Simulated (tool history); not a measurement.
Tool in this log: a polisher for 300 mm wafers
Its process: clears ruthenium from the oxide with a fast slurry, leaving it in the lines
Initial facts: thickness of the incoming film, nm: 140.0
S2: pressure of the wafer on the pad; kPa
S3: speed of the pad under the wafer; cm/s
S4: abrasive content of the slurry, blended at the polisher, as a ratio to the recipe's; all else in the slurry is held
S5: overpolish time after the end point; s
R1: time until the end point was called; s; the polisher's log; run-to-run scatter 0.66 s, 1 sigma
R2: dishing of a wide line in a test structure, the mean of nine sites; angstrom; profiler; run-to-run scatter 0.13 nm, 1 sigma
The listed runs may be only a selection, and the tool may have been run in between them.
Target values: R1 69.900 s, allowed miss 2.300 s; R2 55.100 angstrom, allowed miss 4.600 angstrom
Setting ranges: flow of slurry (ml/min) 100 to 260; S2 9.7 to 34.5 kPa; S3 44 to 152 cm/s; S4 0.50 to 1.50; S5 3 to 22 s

run 1 hour=0.0 | flow_of_slurry_(ml/min)=165 S2=22.1 S3=98 S4=1.00 S5=11 | R1=43.920 R2=311.450
run 2 hour=3.6 | flow_of_slurry_(ml/min)=165 S2=22.1 S3=98 S4=1.00 S5=7 | R1=43.694 R2=197.930
run 3 hour=9.6 | flow_of_slurry_(ml/min)=165 S2=22.1 S3=98 S4=1.00 S5=5 | R1=43.418 R2=144.680
run 4 hour=14.4 | flow_of_slurry_(ml/min)=165 S2=22.1 S3=98 S4=1.00 S5=3 | R1=43.272 R2=90.008
run 5 hour=22.8 | flow_of_slurry_(ml/min)=165 S2=22.1 S3=98 S4=0.90 S5=3 | R1=45.712 R2=81.106
run 6 hour=25.4 | flow_of_slurry_(ml/min)=165 S2=22.1 S3=98 S4=0.90 S5=3 | R1=46.273 R2=87.664
run 7 hour=26.6 | flow_of_slurry_(ml/min)=170 S2=20.7 S3=98 S4=0.90 S5=3 | R1=48.265 R2=79.225
run 8 hour=32.6 | flow_of_slurry_(ml/min)=165 S2=19.3 S3=98 S4=0.90 S5=3 | R1=52.671 R2=70.730
run 9 hour=33.6 | flow_of_slurry_(ml/min)=160 S2=18.6 S3=98 S4=0.90 S5=3 | R1=54.249 R2=73.021
run 10 hour=36.3 | flow_of_slurry_(ml/min)=160 S2=17.9 S3=98 S4=0.90 S5=3 | R1=56.941 R2=68.438
-- hour=40.3 worn pad replaced by a new one
run 11 hour=40.3 | flow_of_slurry_(ml/min)=160 S2=17.2 S3=98 S4=0.90 S5=3 | R1=51.252 R2=73.475
run 12 hour=45.5 | flow_of_slurry_(ml/min)=160 S2=15.9 S3=96 S4=0.90 S5=3 | R1=57.553 R2=63.767
run 13 hour=48.9 | flow_of_slurry_(ml/min)=160 S2=15.9 S3=96 S4=0.90 S5=3 | R1=57.048 R2=66.405
run 14 hour=52.4 | flow_of_slurry_(ml/min)=155 S2=15.2 S3=96 S4=0.90 S5=3 | R1=58.432 R2=66.163

Pick the move, out of 5, that brings all results within their allowed miss; only one does.
run A hour=55.9 | flow_of_slurry_(ml/min)=250 S2=13.1 S3=114 S4=0.65 S5=3 | R1=? R2=?
run B hour=55.9 | flow_of_slurry_(ml/min)=140 S2=11.7 S3=92 S4=0.95 S5=4 | R1=? R2=?
run C hour=55.9 | flow_of_slurry_(ml/min)=100 S2=18.6 S3=56 S4=0.90 S5=4 | R1=? R2=?
run D hour=55.9 | flow_of_slurry_(ml/min)=145 S2=13.8 S3=80 S4=0.90 S5=4 | R1=? R2=?
run E hour=55.9 | flow_of_slurry_(ml/min)=150 S2=17.9 S3=62 S4=0.80 S5=4 | R1=? R2=?

move=A R1=70.285 R2=53.103
move=B R1=77.265 R2=64.275
move=C R1=75.416 R2=65.832
move=D R1=74.579 R2=66.562
move=E R1=72.748 R2=68.217
A: hits every target within its allowed miss
B: carries the result that was furthest off beyond its target, to the other side
C: carries the result that was furthest off beyond its target, to the other side
D: carries the result that was furthest off beyond its target, to the other side
E: carries the result that was furthest off beyond its target, to the other side
The move that meets every target is A.
